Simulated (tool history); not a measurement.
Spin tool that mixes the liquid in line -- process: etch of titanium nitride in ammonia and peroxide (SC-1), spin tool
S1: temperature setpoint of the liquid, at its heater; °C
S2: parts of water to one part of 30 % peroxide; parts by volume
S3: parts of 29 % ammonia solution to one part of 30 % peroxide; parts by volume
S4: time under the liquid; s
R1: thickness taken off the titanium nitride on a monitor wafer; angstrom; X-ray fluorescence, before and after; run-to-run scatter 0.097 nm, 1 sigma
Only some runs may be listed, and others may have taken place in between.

run,hour,S1,S2,S3,S4,R1
1,0,52,8,0.4,155,169.07
2,7.3,52,8,0.4,155,170.01
3,16.3,52,8,0.5,155,177.33
4,24.1,52,8,0.6,155,182.57
# hour 32.3: thermometer replaced
5,32.3,46,8,0.6,155,141.82
6,40.8,48.5,8,0.6,155,168.15

What does the tool deliver on the next run?
7,44.4,50.5,8,0.6,155,?

Run 7 produced R1 193.3 angstrom.
